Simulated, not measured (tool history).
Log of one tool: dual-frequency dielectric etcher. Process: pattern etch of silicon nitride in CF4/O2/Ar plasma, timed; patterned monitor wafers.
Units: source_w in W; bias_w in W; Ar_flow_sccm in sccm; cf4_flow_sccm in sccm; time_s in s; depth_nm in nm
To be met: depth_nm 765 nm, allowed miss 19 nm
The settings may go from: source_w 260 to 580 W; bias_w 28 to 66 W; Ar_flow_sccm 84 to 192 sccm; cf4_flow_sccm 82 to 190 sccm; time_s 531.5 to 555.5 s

run 1 hour=0 | source_w=420 bias_w=47 Ar_flow_sccm=138 cf4_flow_sccm=136 time_s=531.5 | depth_nm=842.94
run 2 hour=8.1 | source_w=410 bias_w=47 Ar_flow_sccm=138 cf4_flow_sccm=136 time_s=531.5 | depth_nm=837.18
run 3 hour=9.2 | source_w=470 bias_w=47 Ar_flow_sccm=138 cf4_flow_sccm=136 time_s=531.5 | depth_nm=964.39
run 4 hour=12.2 | source_w=440 bias_w=47 Ar_flow_sccm=138 cf4_flow_sccm=136 time_s=531.5 | depth_nm=890.86
run 5 hour=18.2 | source_w=400 bias_w=47 Ar_flow_sccm=138 cf4_flow_sccm=136 time_s=531.5 | depth_nm=808.48
run 6 hour=26.6 | source_w=400 bias_w=47 Ar_flow_sccm=138 cf4_flow_sccm=136 time_s=531.5 | depth_nm=807.08
run 7 hour=27.4 | source_w=370 bias_w=47 Ar_flow_sccm=138 cf4_flow_sccm=136 time_s=531.5 | depth_nm=742.27
run 8 hour=35.1 | source_w=370 bias_w=47 Ar_flow_sccm=138 cf4_flow_sccm=136 time_s=531.5 | depth_nm=744.62

Which of these 5 next moves meets every target?
run A hour=42.8 | source_w=350 bias_w=48 Ar_flow_sccm=141 cf4_flow_sccm=137 time_s=534.5 | depth_nm=?
run B hour=42.8 | source_w=370 bias_w=48 Ar_flow_sccm=111 cf4_flow_sccm=159 time_s=541.5 | depth_nm=?
run C hour=42.8 | source_w=370 bias_w=43 Ar_flow_sccm=143 cf4_flow_sccm=159 time_s=531.5 | depth_nm=?
run D hour=42.8 | source_w=390 bias_w=46 Ar_flow_sccm=146 cf4_flow_sccm=136 time_s=555.5 | depth_nm=?
run E hour=42.8 | source_w=380 bias_w=50 Ar_flow_sccm=149 cf4_flow_sccm=125 time_s=531.5 | depth_nm=?

move=A depth_nm=711.78
move=B depth_nm=812.4
move=C depth_nm=723.9
move=D depth_nm=808.56
move=E depth_nm=772.76
A: further off than the last run
B: takes the result that was furthest off past its target
C: further off than the last run
D: takes the result that was furthest off past its target
E: meets every target
Move E is the one to make.
